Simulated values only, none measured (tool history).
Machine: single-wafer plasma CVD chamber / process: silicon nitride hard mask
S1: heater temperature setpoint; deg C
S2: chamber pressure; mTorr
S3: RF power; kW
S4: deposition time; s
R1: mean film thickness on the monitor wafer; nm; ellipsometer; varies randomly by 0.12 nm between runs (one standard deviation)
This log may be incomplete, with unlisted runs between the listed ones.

run,hour,S1,S2,S3,S4,R1
1,0,395,1390,0.35,59.3,60.949
2,1.2,395,1310,0.34,59.3,58.352
3,8.9,395,1240,0.335,59.3,56.313
4,10.5,384,1240,0.335,59.3,56.69
5,13.5,384,1180,0.33,59.3,55.124
6,22.2,384,1130,0.325,59.3,53.532
7,24.6,384,1090,0.325,59.3,52.318
8,31.3,384,1060,0.325,59.3,51.484
9,36,384,860,0.32,59.3,44.856
10,42,383,880,0.32,59.3,45.566
11,45.1,383,1160,0.325,59.3,54.259
12,49.4,385,1140,0.325,59.3,53.586

The next listed run, before its measurement:
13,55.6,387,860,0.31,59.3,?

Run 13 measured R1 43.934 nm.
